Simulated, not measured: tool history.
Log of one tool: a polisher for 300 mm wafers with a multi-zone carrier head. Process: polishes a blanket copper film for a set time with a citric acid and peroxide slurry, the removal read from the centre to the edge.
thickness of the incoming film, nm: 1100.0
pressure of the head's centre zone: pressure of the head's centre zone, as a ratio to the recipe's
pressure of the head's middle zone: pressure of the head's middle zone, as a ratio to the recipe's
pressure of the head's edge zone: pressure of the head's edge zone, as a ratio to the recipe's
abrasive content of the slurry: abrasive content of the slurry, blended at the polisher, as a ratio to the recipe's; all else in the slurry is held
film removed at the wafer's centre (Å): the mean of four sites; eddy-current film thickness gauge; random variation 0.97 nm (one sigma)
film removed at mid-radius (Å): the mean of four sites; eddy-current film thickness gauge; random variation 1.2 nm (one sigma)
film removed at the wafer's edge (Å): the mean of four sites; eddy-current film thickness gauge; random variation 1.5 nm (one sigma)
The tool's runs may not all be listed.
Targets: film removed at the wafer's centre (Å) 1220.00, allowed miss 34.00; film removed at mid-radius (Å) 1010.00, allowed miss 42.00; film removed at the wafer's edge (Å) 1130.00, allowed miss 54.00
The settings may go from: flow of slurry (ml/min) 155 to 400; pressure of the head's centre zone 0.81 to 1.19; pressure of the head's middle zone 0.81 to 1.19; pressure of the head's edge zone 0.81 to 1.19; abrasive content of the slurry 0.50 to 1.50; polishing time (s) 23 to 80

run  hour  flow of slurry (ml/min)  pressure of the head's centre zone  pressure of the head's middle zone  pressure of the head's edge zone  abrasive content of the slurry  polishing time (s)  film removed at the wafer's centre (Å)  film removed at mid-radius (Å)  film removed at the wafer's edge (Å)
  1   0.0                      255                                1.00                                1.00                              1.00                            1.00                  51                                  992.19                          983.60                                993.51
  2   6.9                      255                                1.00                                1.00                              1.00                            0.85                  51                                  946.40                          951.71                                955.55
  3  11.4                      255                                1.00                                1.00                              0.95                            0.85                  51                                  976.97                          942.62                                935.97
  4  13.7                      260                                1.02                                0.98                              0.97                            0.95                  51                                 1014.50                          950.07                                948.63
  5  20.8                      260                                1.02                                0.98                              0.97                            0.75                  51                                  964.69                          903.61                                912.83
  6  27.2                      260                                1.04                                0.97                              1.00                            0.85                  51                                 1010.40                          929.13                                934.53
  7  30.2                      255                                1.05                                0.95                              1.03                            0.95                  52                                 1047.50                          955.89                                988.05
  8  32.3                      255                                1.05                                0.95                              1.03                            0.95                  52                                 1040.60                          938.61                                992.18
  9  40.1                      260                                1.07                                0.94                              1.05                            1.00                  52                                 1088.60                          950.53                               1013.60

Which of these 4 next moves meets every target?
  A  47.9                      350                                1.07                                0.98                              1.03                            0.80                  60                                       ?                               ?                                     ?
  B  47.9                      255                                1.14                                0.91                              1.07                            0.90                  59                                       ?                               ?                                     ?
  C  47.9                      240                                0.99                                0.98                              1.12                            1.10                  59                                       ?                               ?                                     ?
  D  47.9                      240                                1.13                                0.95                              1.13                            1.30                  53                                       ?                               ?                                     ?

move  film removed at the wafer's centre (Å)  film removed at mid-radius (Å)  film removed at the wafer's edge (Å)
   A                                 1221.40                         1104.80                               1146.90
   B                                 1277.10                         1021.20                               1157.60
   C                                 1150.50                         1129.10                               1230.50
   D                                 1224.30                         1024.00                               1152.00
A: brings the result that was furthest off to its target, and leaves another outside
B: takes the result that was furthest off past its target
C: nearer than the last run, and not there yet
D: meets every target
Move D is the one to make.

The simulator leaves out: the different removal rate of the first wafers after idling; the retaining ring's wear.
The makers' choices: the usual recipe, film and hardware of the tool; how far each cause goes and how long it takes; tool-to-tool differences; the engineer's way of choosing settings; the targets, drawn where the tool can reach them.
